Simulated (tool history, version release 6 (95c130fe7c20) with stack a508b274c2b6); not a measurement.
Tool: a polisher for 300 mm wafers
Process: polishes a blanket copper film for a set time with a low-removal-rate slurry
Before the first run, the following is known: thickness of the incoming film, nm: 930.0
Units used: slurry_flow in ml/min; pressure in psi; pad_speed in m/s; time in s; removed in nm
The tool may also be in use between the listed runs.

run	hour	slurry_flow	pressure	pad_speed	slurry_solids	time	removed
1	0.0	280	3.0	0.92	1.0	52	140.29
2	8.3	285	3.4	0.92	1.0	52	158.83
3	16.3	290	3.7	0.94	1.0	52	178.02
4	20.5	295	3.9	0.96	1.0	52	189.81
5	26.8	295	3.9	0.96	1.0	52	188.49
6	31.2	245	3.9	0.96	1.0	52	186.84
7	38.4	255	4.1	0.98	1.0	52	201.98
# hour 40.6: slurry blender recalibrated
8	40.6	265	4.2	1.00	1.0	52	219.45

The next listed run, before its measurement:
9	45.9	270	4.3	1.00	1.0	52	?

{"run 9": {"removed": 224.86}}
